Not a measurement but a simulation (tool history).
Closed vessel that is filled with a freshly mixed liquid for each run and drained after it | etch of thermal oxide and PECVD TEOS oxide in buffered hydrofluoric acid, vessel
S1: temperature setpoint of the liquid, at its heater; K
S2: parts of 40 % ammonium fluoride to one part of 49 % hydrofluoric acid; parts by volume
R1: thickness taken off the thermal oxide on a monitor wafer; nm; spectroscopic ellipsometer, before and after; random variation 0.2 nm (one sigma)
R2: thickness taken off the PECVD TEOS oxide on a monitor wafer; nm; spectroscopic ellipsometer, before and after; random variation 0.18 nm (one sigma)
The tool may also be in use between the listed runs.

Run 1, hour 0: S1 295.15 K, S2 21 parts by volume, time in the liquid (s) 60. Result: R1 34.661 nm, R2 43.15 nm.
Run 2, hour 5: S1 295.15 K, S2 15.5 parts by volume, time in the liquid (s) 60. Result: R1 45.852 nm, R2 57.592 nm.
Run 3, hour 12.1: S1 295.15 K, S2 13 parts by volume, time in the liquid (s) 60. Result: R1 55.065 nm, R2 68.257 nm.
Run 4, hour 13.4: S1 295.15 K, S2 18.5 parts by volume, time in the liquid (s) 60. Result: R1 38.398 nm, R2 48.149 nm.
Run 5, hour 18: S1 294.15 K, S2 18.5 parts by volume, time in the liquid (s) 60. Result: R1 36.258 nm, R2 45.975 nm.
Run 6, hour 21.7: S1 293.65 K, S2 19 parts by volume, time in the liquid (s) 60. Result: R1 34.804 nm, R2 43.306 nm.

The next listed run, before its measurement:
Run 7, hour 29.6: S1 293.15 K, S2 19 parts by volume, time in the liquid (s) 60. Result: R1 ?, R2 ?.

{"run 7": {"R1": 33.201, "R2": 41.863}}
